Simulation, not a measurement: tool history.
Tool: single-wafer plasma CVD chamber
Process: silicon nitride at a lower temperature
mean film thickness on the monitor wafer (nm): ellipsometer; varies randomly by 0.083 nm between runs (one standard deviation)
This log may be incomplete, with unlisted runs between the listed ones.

run,hour,heater temperature setpoint (°C),chamber pressure (Torr),RF power (W),deposition time (s),mean film thickness on the monitor wafer (nm)
1,0,360,1.23,305,20.4,23.139
2,2.7,360,1.08,305,20.4,21.905
3,10.5,360,0.95,305,20.4,20.398
4,16,360,1.03,305,20.4,21.216
5,23.7,360,1.09,305,20.4,21.875
6,26.4,360,1.21,305,20.4,22.952
7,27.6,360,1.25,305,20.4,23.377

The next listed run, before its measurement:
8,35.6,360,1.28,305,20.4,?

Run 8 came out at mean film thickness on the monitor wafer (nm) 23.596.
